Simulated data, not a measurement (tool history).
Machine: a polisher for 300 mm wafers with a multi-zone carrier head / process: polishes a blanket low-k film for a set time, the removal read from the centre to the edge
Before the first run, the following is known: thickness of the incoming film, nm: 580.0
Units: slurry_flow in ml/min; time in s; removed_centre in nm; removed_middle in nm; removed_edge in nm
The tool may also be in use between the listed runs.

{"run": 1, "hour": 0.0, "slurry_flow": 285, "centre_zone": 1, "middle_zone": 1, "edge_zone": 1, "slurry_solids": 1, "time": 45, "removed_centre": 17.205, "removed_middle": 16.724, "removed_edge": 16.339}
{"run": 2, "hour": 4.1, "slurry_flow": 285, "centre_zone": 0.99, "middle_zone": 1, "edge_zone": 0.99, "slurry_solids": 0.95, "time": 45, "removed_centre": 16.206, "removed_middle": 16.824, "removed_edge": 15.961}
{"run": 3, "hour": 6.0, "slurry_flow": 285, "centre_zone": 0.99, "middle_zone": 0.98, "edge_zone": 0.98, "slurry_solids": 0.9, "time": 45, "removed_centre": 15.956, "removed_middle": 16.166, "removed_edge": 15.739}
{"run": 4, "hour": 13.6, "slurry_flow": 285, "centre_zone": 0.99, "middle_zone": 0.98, "edge_zone": 0.97, "slurry_solids": 0.85, "time": 44, "removed_centre": 15.442, "removed_middle": 15.421, "removed_edge": 15.086}
{"run": 5, "hour": 18.7, "slurry_flow": 285, "centre_zone": 0.99, "middle_zone": 0.98, "edge_zone": 0.97, "slurry_solids": 0.85, "time": 53, "removed_centre": 19.056, "removed_middle": 18.831, "removed_edge": 17.963}
{"run": 6, "hour": 25.7, "slurry_flow": 285, "centre_zone": 0.98, "middle_zone": 0.98, "edge_zone": 0.96, "slurry_solids": 0.8, "time": 52, "removed_centre": 18.366, "removed_middle": 17.745, "removed_edge": 17.281}
{"run": 7, "hour": 32.8, "slurry_flow": 285, "centre_zone": 0.97, "middle_zone": 0.99, "edge_zone": 0.95, "slurry_solids": 0.75, "time": 51, "removed_centre": 17.25, "removed_middle": 17.457, "removed_edge": 16.568}
{"run": 8, "hour": 38.1, "slurry_flow": 285, "centre_zone": 0.96, "middle_zone": 0.99, "edge_zone": 0.94, "slurry_solids": 0.7, "time": 50, "removed_centre": 16.523, "removed_middle": 16.721, "removed_edge": 15.957}
{"run": 9, "hour": 39.5, "slurry_flow": 285, "centre_zone": 0.95, "middle_zone": 0.99, "edge_zone": 0.93, "slurry_solids": 0.7, "time": 49, "removed_centre": 16.239, "removed_middle": 16.452, "removed_edge": 15.669}

Run 10, settings as shown, results not yet in. Your forecast:
{"run": 10, "hour": 40.5, "slurry_flow": 265, "centre_zone": 0.85, "middle_zone": 0.99, "edge_zone": 0.85, "slurry_solids": 0.5, "time": 39, "removed_centre": "?", "removed_middle": "?", "removed_edge": "?"}

removed_centre: 10.281 nm
removed_middle: 12.179 nm
removed_edge: 10.901 nm
